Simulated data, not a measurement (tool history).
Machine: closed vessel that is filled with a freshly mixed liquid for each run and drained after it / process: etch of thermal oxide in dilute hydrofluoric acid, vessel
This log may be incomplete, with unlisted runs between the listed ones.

run,day,temperature setpoint of the liquid (°C),parts of water to one part of 49 % hydrofluoric acid (parts by volume),time in the liquid (s),thickness taken off the thermal oxide on a monitor wafer (Å)
1,0.000,26.0,110,150,65.179
2,0.288,28.5,110,150,71.811
3,0.325,28.5,145,150,51.594
4,0.567,28.5,130,150,59.524
5,0.871,28.5,115,150,68.291
# day 1.154: thermometer replaced
6,1.154,29.5,95,150,93.234
7,1.317,30.5,85,150,110.130

What does the tool deliver on the next run?
8,1.625,31.0,80,150,?

{"run 8": {"thickness taken off the thermal oxide on a monitor wafer (Å)": 119.35}}
